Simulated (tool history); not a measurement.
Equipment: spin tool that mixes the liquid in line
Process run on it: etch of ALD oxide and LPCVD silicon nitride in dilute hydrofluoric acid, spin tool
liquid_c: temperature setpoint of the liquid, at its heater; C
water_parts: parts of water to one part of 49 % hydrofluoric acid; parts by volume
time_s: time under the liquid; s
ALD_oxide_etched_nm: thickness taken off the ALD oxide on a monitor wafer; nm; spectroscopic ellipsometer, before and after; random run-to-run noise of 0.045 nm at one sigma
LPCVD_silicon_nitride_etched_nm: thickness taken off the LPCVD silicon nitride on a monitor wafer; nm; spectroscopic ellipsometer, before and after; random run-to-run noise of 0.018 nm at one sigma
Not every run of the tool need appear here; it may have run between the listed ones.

run  hour  liquid_c  water_parts  time_s  ALD_oxide_etched_nm  LPCVD_silicon_nitride_etched_nm
  1     0        24          230     180               9.1689                          0.39108
  2   6.1        23          245     180               8.0827                          0.35021
  3   6.9        23          275     180               7.0129                          0.34806
  4  12.9        22          280     180               6.5607                          0.23854
  5  15.6        22          280     240               8.7545                          0.39709
  6    21        22          280     305               11.338                          0.44515
  7  27.1      21.5          305     305               9.9262                          0.43578
  8  28.2      20.5          325     305               8.8444                          0.39793
  9  34.1        20          340     300               8.0431                          0.37384
 10  35.2      19.5          350     295               7.4644                          0.27746

Forecast run 11:
 11  38.5      19.5          360     290                    ?                                ?

{"run 11": {"ALD_oxide_etched_nm": 6.9933, "LPCVD_silicon_nitride_etched_nm": 0.31961}}
